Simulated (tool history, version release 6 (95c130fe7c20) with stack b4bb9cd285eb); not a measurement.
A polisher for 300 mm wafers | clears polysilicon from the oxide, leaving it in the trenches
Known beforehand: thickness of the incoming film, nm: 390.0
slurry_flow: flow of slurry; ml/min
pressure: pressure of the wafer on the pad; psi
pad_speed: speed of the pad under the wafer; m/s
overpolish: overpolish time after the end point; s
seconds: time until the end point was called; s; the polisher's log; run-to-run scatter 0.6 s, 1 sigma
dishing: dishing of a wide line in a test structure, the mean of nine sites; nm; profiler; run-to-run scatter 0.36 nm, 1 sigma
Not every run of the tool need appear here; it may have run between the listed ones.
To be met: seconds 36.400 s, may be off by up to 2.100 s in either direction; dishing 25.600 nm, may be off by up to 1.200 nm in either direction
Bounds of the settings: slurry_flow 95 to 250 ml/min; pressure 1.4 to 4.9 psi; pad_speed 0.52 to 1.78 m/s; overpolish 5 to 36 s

{"run": 1, "hour": 0.0, "slurry_flow": 160, "pressure": 3.1, "pad_speed": 1.14, "overpolish": 18, "seconds": 25.229, "dishing": 25.587}
{"run": 2, "hour": 5.9, "slurry_flow": 160, "pressure": 2.7, "pad_speed": 1.14, "overpolish": 18, "seconds": 28.118, "dishing": 25.637}
{"run": 3, "hour": 10.4, "slurry_flow": 160, "pressure": 2.5, "pad_speed": 1.12, "overpolish": 18, "seconds": 30.463, "dishing": 25.846}
{"run": 4, "hour": 14.3, "slurry_flow": 160, "pressure": 2.4, "pad_speed": 1.1, "overpolish": 18, "seconds": 32.401, "dishing": 25.995}
{"run": 5, "hour": 22.1, "slurry_flow": 160, "pressure": 2.4, "pad_speed": 1.28, "overpolish": 18, "seconds": 27.546, "dishing": 25.048}
{"run": 6, "hour": 28.7, "slurry_flow": 160, "pressure": 2.4, "pad_speed": 1.28, "overpolish": 14, "seconds": 28.522, "dishing": 26.148}
{"run": 7, "hour": 32.0, "slurry_flow": 160, "pressure": 2.2, "pad_speed": 1.28, "overpolish": 15, "seconds": 29.244, "dishing": 24.897}
{"run": 8, "hour": 41.0, "slurry_flow": 155, "pressure": 2.1, "pad_speed": 1.06, "overpolish": 6, "seconds": 37.148, "dishing": 23.44}

Of the 5 settings listed for the next run, only one would bring every result within its allowed miss of target. Which one?
{"run": "A", "hour": 50.0, "slurry_flow": 165, "pressure": 2.8, "pad_speed": 1.0, "overpolish": 11, "seconds": "?", "dishing": "?"}
{"run": "B", "hour": 50.0, "slurry_flow": 130, "pressure": 2.4, "pad_speed": 1.1, "overpolish": 11, "seconds": "?", "dishing": "?"}
{"run": "C", "hour": 50.0, "slurry_flow": 160, "pressure": 2.5, "pad_speed": 1.14, "overpolish": 5, "seconds": "?", "dishing": "?"}
{"run": "D", "hour": 50.0, "slurry_flow": 110, "pressure": 2.3, "pad_speed": 1.1, "overpolish": 5, "seconds": "?", "dishing": "?"}
{"run": "E", "hour": 50.0, "slurry_flow": 110, "pressure": 2.2, "pad_speed": 1.14, "overpolish": 27, "seconds": "?", "dishing": "?"}

move=A seconds=31.176 dishing=25.318
move=B seconds=33.599 dishing=25.275
move=C seconds=30.284 dishing=23.650
move=D seconds=35.978 dishing=22.727
move=E seconds=36.005 dishing=25.402
A: the worst result of the last run now meets its target, but another is out of spec
B: the worst result of the last run now meets its target, but another is out of spec
C: misses by more than the last run did
D: misses by more than the last run did
E: each result inside its tolerance
Move E is the one to make.
